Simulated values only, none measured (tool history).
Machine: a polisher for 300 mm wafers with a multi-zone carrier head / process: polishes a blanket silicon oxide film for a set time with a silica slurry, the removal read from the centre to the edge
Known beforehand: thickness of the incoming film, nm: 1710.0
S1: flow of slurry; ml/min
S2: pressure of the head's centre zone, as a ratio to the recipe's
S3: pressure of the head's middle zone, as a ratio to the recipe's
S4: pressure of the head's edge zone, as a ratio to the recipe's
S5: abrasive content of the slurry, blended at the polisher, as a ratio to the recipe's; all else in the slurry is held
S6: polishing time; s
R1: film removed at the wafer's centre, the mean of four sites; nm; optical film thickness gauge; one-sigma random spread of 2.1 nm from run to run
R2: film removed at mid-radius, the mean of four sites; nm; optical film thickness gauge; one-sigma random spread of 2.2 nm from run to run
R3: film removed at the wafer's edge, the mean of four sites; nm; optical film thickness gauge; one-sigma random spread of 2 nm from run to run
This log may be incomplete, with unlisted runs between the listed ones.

{"run": 1, "hour": 0.0, "S1": 295, "S2": 1.0, "S3": 1.0, "S4": 1.0, "S5": 1.0, "S6": 56, "R1": 221.69, "R2": 216.36, "R3": 215.66}
{"run": 2, "hour": 4.8, "S1": 295, "S2": 1.0, "S3": 1.0, "S4": 1.04, "S5": 1.0, "S6": 56, "R1": 214.3, "R2": 212.3, "R3": 222.12}
{"run": 3, "hour": 5.7, "S1": 295, "S2": 1.0, "S3": 1.0, "S4": 1.04, "S5": 1.0, "S6": 43, "R1": 165.99, "R2": 168.1, "R3": 166.5}
{"run": 4, "hour": 13.5, "S1": 295, "S2": 1.0, "S3": 1.0, "S4": 1.04, "S5": 1.0, "S6": 56, "R1": 215.05, "R2": 215.52, "R3": 223.86}
{"run": 5, "hour": 18.5, "S1": 260, "S2": 1.0, "S3": 1.0, "S4": 1.04, "S5": 1.0, "S6": 56, "R1": 213.25, "R2": 215.78, "R3": 222.84}
{"run": 6, "hour": 23.3, "S1": 305, "S2": 1.0, "S3": 1.0, "S4": 1.04, "S5": 1.0, "S6": 56, "R1": 219.9, "R2": 219.24, "R3": 221.1}
{"hour": 25.6, "done": "worn pad replaced by a new one"}
{"run": 7, "hour": 25.6, "S1": 300, "S2": 0.99, "S3": 1.0, "S4": 1.03, "S5": 1.0, "S6": 56, "R1": 237.51, "R2": 235.75, "R3": 243.61}

Forecast run 8:
{"run": 8, "hour": 30.1, "S1": 285, "S2": 0.99, "S3": 1.01, "S4": 1.03, "S5": 1.0, "S6": 56, "R1": "?", "R2": "?", "R3": "?"}

R1: 228.67 nm
R2: 236.48 nm
R3: 234.46 nm
